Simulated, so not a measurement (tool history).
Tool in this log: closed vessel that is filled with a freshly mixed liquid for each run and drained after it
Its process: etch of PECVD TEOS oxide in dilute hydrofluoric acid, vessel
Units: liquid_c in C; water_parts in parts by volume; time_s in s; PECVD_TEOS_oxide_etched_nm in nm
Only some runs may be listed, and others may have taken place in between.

run,hour,liquid_c,water_parts,time_s,PECVD_TEOS_oxide_etched_nm
1,0.0,26.0,175,820,79.331
2,1.6,26.0,230,820,56.030
3,4.8,26.0,230,820,56.328
4,6.6,26.0,230,820,56.062
5,8.5,27.5,230,820,59.319
6,17.2,28.5,230,820,61.306

Run 7 has not been measured yet. What should we expect?
7,19.6,29.5,230,820,?

PECVD_TEOS_oxide_etched_nm: 63.272 nm
